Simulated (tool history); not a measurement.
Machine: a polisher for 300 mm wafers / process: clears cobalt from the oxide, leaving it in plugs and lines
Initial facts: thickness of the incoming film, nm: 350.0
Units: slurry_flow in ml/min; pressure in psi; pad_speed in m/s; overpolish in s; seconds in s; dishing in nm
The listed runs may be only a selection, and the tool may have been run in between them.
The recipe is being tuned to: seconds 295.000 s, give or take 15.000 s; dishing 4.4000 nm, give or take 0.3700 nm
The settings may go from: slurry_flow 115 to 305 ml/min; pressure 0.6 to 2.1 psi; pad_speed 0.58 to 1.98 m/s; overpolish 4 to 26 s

run,hour,slurry_flow,pressure,pad_speed,overpolish,seconds,dishing
1,0.0,195,1.3,1.28,13,92.555,35.0480
2,6.9,185,1.2,1.20,12,109.610,28.4110
3,7.8,175,1.1,1.14,11,125.610,23.3350
4,11.6,170,1.0,1.08,10,148.960,19.5470
5,12.5,170,1.3,1.08,10,112.740,23.6230
6,15.9,165,1.2,1.02,9,128.500,19.7060
7,19.9,160,1.1,0.98,8,149.720,16.5040
8,26.5,155,1.1,0.94,8,153.690,15.5130
9,29.0,150,1.1,0.90,8,160.040,14.7240
10,36.4,145,1.1,0.86,8,170.030,14.1750
11,38.7,140,1.1,0.82,8,177.390,13.9250
12,45.3,120,0.7,0.58,4,413.180,3.3405
13,47.2,120,0.7,0.60,4,391.510,3.4858
14,55.3,120,0.7,0.62,4,374.940,3.5380
15,62.2,120,0.7,0.64,4,362.300,3.4951

Exactly one of the 5 candidate moves below puts every result within its allowed miss. Which one?
A,69.1,115,0.8,0.82,4,?,?
B,69.1,125,0.6,0.62,4,?,?
C,69.1,115,0.7,0.72,4,?,?
D,69.1,135,0.7,0.76,4,?,?
E,69.1,125,0.8,0.62,5,?,?

move,seconds,dishing
A,263.850,4.9193
B,441.430,2.9838
C,338.920,3.8606
D,309.180,4.2207
E,336.350,4.8292
A: carries the result that was furthest off beyond its target, to the other side
B: further off than the last run
C: closes in on the targets versus the last run, not all within tolerance yet
D: every result within its allowed miss
E: closes in on the targets versus the last run, not all within tolerance yet
The right move is D.
